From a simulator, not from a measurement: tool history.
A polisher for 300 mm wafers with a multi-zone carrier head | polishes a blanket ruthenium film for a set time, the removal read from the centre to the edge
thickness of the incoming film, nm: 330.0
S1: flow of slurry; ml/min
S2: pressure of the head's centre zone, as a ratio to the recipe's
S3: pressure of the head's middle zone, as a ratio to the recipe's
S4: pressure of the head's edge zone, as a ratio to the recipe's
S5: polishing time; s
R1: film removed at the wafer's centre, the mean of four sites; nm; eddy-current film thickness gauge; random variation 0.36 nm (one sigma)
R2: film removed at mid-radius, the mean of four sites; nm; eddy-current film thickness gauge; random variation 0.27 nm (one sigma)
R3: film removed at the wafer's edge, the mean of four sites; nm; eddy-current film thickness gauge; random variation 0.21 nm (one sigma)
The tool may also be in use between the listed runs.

run 1 hour=0 | S1=130 S2=1 S3=1 S4=1 S5=42 | R1=47.489 R2=48.543 R3=49.309
run 2 hour=0.9 | S1=125 S2=1 S3=0.98 S4=0.99 S5=39 | R1=43.7 R2=44.951 R3=45.379
run 3 hour=4.8 | S1=125 S2=0.95 S3=0.98 S4=0.99 S5=39 | R1=41.72 R2=44.26 R3=45.121
run 4 hour=10.6 | S1=125 S2=1.01 S3=0.98 S4=0.99 S5=39 | R1=45.269 R2=44.702 R3=45.463
run 5 hour=13.2 | S1=120 S2=1 S3=0.96 S4=0.99 S5=36 | R1=40.876 R2=40.402 R3=40.701
run 6 hour=15.5 | S1=115 S2=0.99 S3=0.94 S4=1.01 S5=34 | R1=37.325 R2=37.11 R3=38.781
run 7 hour=20 | S1=110 S2=0.99 S3=0.92 S4=1.01 S5=33 | R1=35.517 R2=34.251 R3=38.094
run 8 hour=25.8 | S1=110 S2=0.99 S3=0.91 S4=1 S5=32 | R1=34.716 R2=33.077 R3=36.812

Forecast run 9:
run 9 hour=34.3 | S1=110 S2=0.99 S3=0.9 S4=0.99 S5=31 | R1=? R2=? R3=?

Run 9 gave R1 33.24 nm, R2 31.827 nm, R3 35.552 nm.
